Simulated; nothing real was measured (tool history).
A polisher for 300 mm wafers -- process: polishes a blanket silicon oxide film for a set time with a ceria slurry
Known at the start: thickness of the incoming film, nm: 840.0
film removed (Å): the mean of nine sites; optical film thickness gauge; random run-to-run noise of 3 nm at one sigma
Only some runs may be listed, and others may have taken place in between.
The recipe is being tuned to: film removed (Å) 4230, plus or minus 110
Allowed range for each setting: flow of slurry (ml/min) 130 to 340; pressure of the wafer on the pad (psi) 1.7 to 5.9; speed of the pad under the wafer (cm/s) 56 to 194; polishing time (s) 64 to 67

| run | hour | flow of slurry (ml/min) | pressure of the wafer on the pad (psi) | speed of the pad under the wafer (cm/s) | polishing time (s) | film removed (Å) |
|---|---|---|---|---|---|---|
| 1 | 0 | 220 | 3.8 | 124 | 64 | 4830.4 |
| 2 | 2.2 | 220 | 3.2 | 124 | 64 | 4087.5 |
| 3 | 10.4 | 220 | 3.2 | 152 | 64 | 5039.5 |
| 4 | 15.7 | 220 | 2.4 | 152 | 64 | 3821.1 |
| 5 | 17 | 225 | 2.4 | 152 | 64 | 3816.4 |
| 6 | 20.5 | 225 | 2.6 | 152 | 64 | 4041.6 |
| 7 | 23.8 | 225 | 2.6 | 152 | 64 | 4108.4 |
| 8 | 32.1 | 230 | 2.6 | 152 | 64 | 4081.1 |

Of the 5 settings listed for the next run, only one would bring every result within its allowed miss of target. Which one?
| A | 40.4 | 265 | 2.3 | 158 | 64 | ? |
| B | 40.4 | 170 | 2.8 | 144 | 67 | ? |
| C | 40.4 | 245 | 2.2 | 166 | 67 | ? |
| D | 40.4 | 245 | 2.5 | 152 | 64 | ? |
| E | 40.4 | 210 | 2.5 | 144 | 67 | ? |

| move | film removed (Å) |
|---|---|
| A | 3855 |
| B | 4185.1 |
| C | 4021.9 |
| D | 3985.7 |
| E | 3883.2 |
A: lands further from the targets than the last run did
B: in spec on every target
C: lands further from the targets than the last run did
D: lands further from the targets than the last run did
E: lands further from the targets than the last run did
Go with B: it meets all targets.
